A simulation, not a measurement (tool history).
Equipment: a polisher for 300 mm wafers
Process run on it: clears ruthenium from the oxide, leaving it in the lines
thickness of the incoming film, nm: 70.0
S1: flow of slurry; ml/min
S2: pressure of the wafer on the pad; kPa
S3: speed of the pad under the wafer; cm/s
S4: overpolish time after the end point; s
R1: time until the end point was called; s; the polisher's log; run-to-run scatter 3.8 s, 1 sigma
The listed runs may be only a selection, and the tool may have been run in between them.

| run | hour | S1 | S2 | S3 | S4 | R1 |
|---|---|---|---|---|---|---|
| 1 | 0 | 150 | 16.5 | 76 | 16 | 84.137 |
| 2 | 7 | 150 | 16.5 | 76 | 18 | 84.942 |
| 3 | 15.3 | 150 | 16.5 | 76 | 18 | 83.647 |
| 4 | 19 | 150 | 15.2 | 70 | 18 | 98.241 |
| 5 | 26.7 | 165 | 15.2 | 70 | 18 | 98.654 |
| 6 | 29 | 165 | 16.5 | 70 | 18 | 89.228 |

Run 7 is up next; what results do you expect?
| 7 | 30.9 | 155 | 12.4 | 50 | 18 | ? |

{"run 7": {"R1": 164.3}}
